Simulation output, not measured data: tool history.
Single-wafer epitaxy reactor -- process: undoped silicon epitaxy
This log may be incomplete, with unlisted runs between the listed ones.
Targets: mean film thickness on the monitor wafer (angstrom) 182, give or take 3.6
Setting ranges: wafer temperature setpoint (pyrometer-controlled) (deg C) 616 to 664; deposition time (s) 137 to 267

run  hour  wafer temperature setpoint (pyrometer-controlled) (deg C)  deposition time (s)  mean film thickness on the monitor wafer (angstrom)
  1     0                                                        640                  202                                                257.7
  2   7.3                                                        640                  187                                               238.82
  3   8.1                                                        636                  187                                               217.75
  4  16.2                                                        633                  187                                               203.97
  5    21                                                        624                  187                                                167.6
  6    25                                                        624                  162                                               145.34
  7    31                                                        627                  162                                                155.2
     34.8  -- pyrometer calibrated
  8  34.8                                                        629                  162                                               178.04

5 next moves are on the table. One of them brings every result within its allowed miss. Which?
  A  38.6                                                        628                  169                                                    ?
  B  38.6                                                        625                  175                                                    ?
  C  38.6                                                        625                  169                                                    ?
  D  38.6                                                        634                  137                                                    ?
  E  38.6                                                        625                  173                                                    ?

move  mean film thickness on the monitor wafer (angstrom)
   A                                               181.84
   B                                               176.22
   C                                               170.18
   D                                               168.09
   E                                               174.21
A: meets every target
B: misses by more than the last run did
C: misses by more than the last run did
D: misses by more than the last run did
E: misses by more than the last run did
Move A is the one to make.

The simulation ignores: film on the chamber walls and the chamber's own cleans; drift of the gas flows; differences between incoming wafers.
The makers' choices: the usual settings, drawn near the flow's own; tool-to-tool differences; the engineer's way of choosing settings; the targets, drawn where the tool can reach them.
